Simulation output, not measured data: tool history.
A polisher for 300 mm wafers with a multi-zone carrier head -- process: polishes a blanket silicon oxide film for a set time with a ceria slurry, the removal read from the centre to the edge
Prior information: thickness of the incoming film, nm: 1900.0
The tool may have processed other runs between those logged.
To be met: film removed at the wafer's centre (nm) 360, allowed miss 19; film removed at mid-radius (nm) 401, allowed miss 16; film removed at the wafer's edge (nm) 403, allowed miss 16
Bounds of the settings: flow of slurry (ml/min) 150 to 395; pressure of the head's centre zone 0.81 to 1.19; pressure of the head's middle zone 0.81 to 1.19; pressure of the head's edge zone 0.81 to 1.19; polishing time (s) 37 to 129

run  hour  flow of slurry (ml/min)  pressure of the head's centre zone  pressure of the head's middle zone  pressure of the head's edge zone  polishing time (s)  film removed at the wafer's centre (nm)  film removed at mid-radius (nm)  film removed at the wafer's edge (nm)
  1     0                      250                                   1                                   1                                 1                  83                                   448.34                           433.99                                 421.48
  2   4.8                      245                                0.98                                   1                                 1                  83                                   446.86                           438.49                                  422.4
  3   9.5                      245                                0.98                                   1                              1.05                  83                                   439.74                           436.16                                 455.76
  4    14                      245                                0.98                                   1                              1.11                  83                                   441.08                           443.52                                 456.77
  5  20.8                      245                                0.98                                   1                              1.11                  74                                   385.28                           388.92                                 407.17
  6  25.1                      245                                0.98                                   1                              1.11                  85                                   438.94                           436.91                                 453.67
  7    27                      245                                0.97                                   1                              1.11                  84                                      434                           438.05                                 466.05
  8  33.6                      225                                 0.9                                1.03                              1.01                  72                                   352.14                           373.06                                 375.15
  9  40.9                      230                                 0.9                                1.03                              1.02                  72                                   347.42                           379.38                                 377.71
 10  46.4                      230                                 0.9                                1.03                              1.03                  72                                   338.63                           381.46                                 382.75

Next run, 5 choices. One meets every target within its allowed miss, the rest don't. Which?
  A  51.9                      220                                0.88                                0.93                              1.04                  74                                        ?                                ?                                      ?
  B  51.9                      225                                0.85                                0.94                              1.16                  71                                        ?                                ?                                      ?
  C  51.9                      220                                0.97                                1.06                              1.02                  68                                        ?                                ?                                      ?
  D  51.9                      210                                1.02                                1.08                              0.91                  69                                        ?                                ?                                      ?
  E  51.9                      255                                 0.9                                1.04                              1.06                  74                                        ?                                ?                                      ?

move  film removed at the wafer's centre (nm)  film removed at mid-radius (nm)  film removed at the wafer's edge (nm)
   A                                   342.17                           359.46                                 397.31
   B                                   318.16                           349.08                                 403.75
   C                                   347.18                           368.68                                 361.01
   D                                   367.81                           377.48                                 345.16
   E                                   357.99                           402.66                                  406.4
A: the worst result of the last run now meets its target, but another is out of spec
B: the worst result of the last run now meets its target, but another is out of spec
C: the biggest miss grows against the last run
D: the biggest miss grows against the last run
E: every result within its allowed miss
E meets every target.
